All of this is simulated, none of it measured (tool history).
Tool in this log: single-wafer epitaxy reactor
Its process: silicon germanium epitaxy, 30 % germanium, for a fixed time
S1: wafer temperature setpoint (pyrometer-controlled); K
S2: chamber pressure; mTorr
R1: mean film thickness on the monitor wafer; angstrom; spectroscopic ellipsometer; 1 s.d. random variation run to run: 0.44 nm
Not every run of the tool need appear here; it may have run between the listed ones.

run	hour	S1	S2	R1
1	0.0	883.15	26500	844.69
2	1.8	883.15	23200	804.27
3	9.7	883.15	25500	838.06
4	18.6	887.15	25500	904.46
# hour 21.2: pyrometer calibrated
5	21.2	891.15	25600	910.75
6	28.3	885.15	25600	812.50
7	32.8	892.15	27000	949.30

Run 8 is up next; what results do you expect?
8	36.9	897.15	27200	?

Run 8 yielded R1 1051.10 angstrom.

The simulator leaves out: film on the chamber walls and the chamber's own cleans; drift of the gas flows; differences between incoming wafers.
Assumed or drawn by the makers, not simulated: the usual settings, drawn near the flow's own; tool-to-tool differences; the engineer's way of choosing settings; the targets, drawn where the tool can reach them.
